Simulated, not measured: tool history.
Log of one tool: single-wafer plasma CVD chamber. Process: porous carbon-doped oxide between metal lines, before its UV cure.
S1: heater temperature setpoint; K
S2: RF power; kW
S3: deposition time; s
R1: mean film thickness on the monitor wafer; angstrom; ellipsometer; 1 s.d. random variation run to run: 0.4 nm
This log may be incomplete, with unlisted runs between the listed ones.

run  hour      S1     S2    S3      R1
  1     0  563.15  0.445  38.1  2018.1
  2   8.7  566.15  0.445  38.1  1986.1
  3    11  569.15  0.445  38.1  1950.2
  4  18.1  573.15  0.445  38.1  1909.9
  5  22.3  575.15  0.445  38.1  1893.6
  6  24.6  579.15  0.445  38.1  1857.2
  7  26.6  580.15  0.445  38.1  1859.5
  8  32.7  581.15  0.445  38.1  1839.8

Run 9 is up next; what results do you expect?
  9  40.4  582.15  0.445  38.1   ?

R1: 1831.8 angstrom
